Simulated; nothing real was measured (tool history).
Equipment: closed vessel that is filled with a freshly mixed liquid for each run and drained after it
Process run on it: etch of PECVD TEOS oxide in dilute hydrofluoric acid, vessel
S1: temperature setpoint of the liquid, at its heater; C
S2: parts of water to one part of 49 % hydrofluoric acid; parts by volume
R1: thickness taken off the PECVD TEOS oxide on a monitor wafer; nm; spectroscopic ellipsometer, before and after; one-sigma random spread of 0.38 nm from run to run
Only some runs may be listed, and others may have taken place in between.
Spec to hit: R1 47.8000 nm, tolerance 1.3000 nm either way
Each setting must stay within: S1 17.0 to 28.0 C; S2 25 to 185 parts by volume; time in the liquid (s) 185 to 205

{"run": 1, "hour": 0.0, "S1": 20.0, "S2": 105, "time in the liquid (s)": 185, "R1": 13.416}
{"run": 2, "hour": 5.3, "S1": 17.0, "S2": 105, "time in the liquid (s)": 185, "R1": 11.952}
{"run": 3, "hour": 10.3, "S1": 18.0, "S2": 95, "time in the liquid (s)": 185, "R1": 13.715}
{"run": 4, "hour": 17.5, "S1": 18.0, "S2": 85, "time in the liquid (s)": 185, "R1": 15.64}
{"run": 5, "hour": 21.7, "S1": 18.0, "S2": 120, "time in the liquid (s)": 185, "R1": 10.755}
{"run": 6, "hour": 22.7, "S1": 18.0, "S2": 140, "time in the liquid (s)": 185, "R1": 8.9231}
{"run": 7, "hour": 30.2, "S1": 19.0, "S2": 130, "time in the liquid (s)": 185, "R1": 10.045}
{"run": 8, "hour": 31.1, "S1": 20.0, "S2": 120, "time in the liquid (s)": 185, "R1": 11.693}
{"run": 9, "hour": 33.0, "S1": 21.0, "S2": 110, "time in the liquid (s)": 185, "R1": 13.258}
{"run": 10, "hour": 39.4, "S1": 21.5, "S2": 100, "time in the liquid (s)": 185, "R1": 15.055}
{"run": 11, "hour": 45.0, "S1": 22.0, "S2": 90, "time in the liquid (s)": 185, "R1": 17.117}

Which of these 5 next moves meets every target?
{"run": "A", "hour": 50.6, "S1": 28.0, "S2": 55, "time in the liquid (s)": 205, "R1": "?"}
{"run": "B", "hour": 50.6, "S1": 20.0, "S2": 35, "time in the liquid (s)": 205, "R1": "?"}
{"run": "C", "hour": 50.6, "S1": 25.5, "S2": 60, "time in the liquid (s)": 205, "R1": "?"}
{"run": "D", "hour": 50.6, "S1": 28.0, "S2": 45, "time in the liquid (s)": 205, "R1": "?"}
{"run": "E", "hour": 50.6, "S1": 23.5, "S2": 65, "time in the liquid (s)": 205, "R1": "?"}

move=A R1=41.8730
move=B R1=48.5570
move=C R1=34.4870
move=D R1=51.9320
move=E R1=29.1590
A: an improvement on the last run, though not all results are within tolerance
B: meets every target
C: an improvement on the last run, though not all results are within tolerance
D: moves the result that the last run missed by most past its target, out the other side
E: an improvement on the last run, though not all results are within tolerance
The right move is B.
